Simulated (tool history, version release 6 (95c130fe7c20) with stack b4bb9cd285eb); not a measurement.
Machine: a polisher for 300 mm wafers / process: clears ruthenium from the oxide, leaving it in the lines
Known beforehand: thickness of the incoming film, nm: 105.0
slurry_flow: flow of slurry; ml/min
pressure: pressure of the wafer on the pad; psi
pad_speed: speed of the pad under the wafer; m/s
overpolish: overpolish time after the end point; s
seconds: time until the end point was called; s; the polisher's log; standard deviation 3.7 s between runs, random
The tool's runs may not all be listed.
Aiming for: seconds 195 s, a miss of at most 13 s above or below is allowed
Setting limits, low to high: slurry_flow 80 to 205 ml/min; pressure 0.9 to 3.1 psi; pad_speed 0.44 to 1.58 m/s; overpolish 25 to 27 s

run	hour	slurry_flow	pressure	pad_speed	overpolish	seconds
1	0	135	2	1	25	88.423
2	6.9	135	2	1.08	25	80.937
3	12.6	105	2	1.08	25	86.78
4	13.7	105	1.8	1.02	25	100.89
5	18.5	135	1.8	1.02	25	91.608
6	23.7	130	1.6	0.94	25	111.36
7	24.6	125	1.4	0.88	25	138.29
8	32	120	1.3	0.86	25	146.98
9	33.9	120	1.3	0.86	25	147.67
10	38.6	120	0.9	0.76	25	229.9

Which of these 4 next moves meets every target?
A	43.3	100	1.1	0.78	25	?
B	43.3	115	1.3	0.74	26	?
C	43.3	135	1	0.58	27	?
D	43.3	125	1.1	0.9	25	?

move	seconds
A	193.73
B	164.28
C	233.57
D	166.89
A: every result within its allowed miss
B: carries the result that was furthest off beyond its target, to the other side
C: its largest miss is bigger than the last run's
D: carries the result that was furthest off beyond its target, to the other side
Correct choice: A, which meets every target

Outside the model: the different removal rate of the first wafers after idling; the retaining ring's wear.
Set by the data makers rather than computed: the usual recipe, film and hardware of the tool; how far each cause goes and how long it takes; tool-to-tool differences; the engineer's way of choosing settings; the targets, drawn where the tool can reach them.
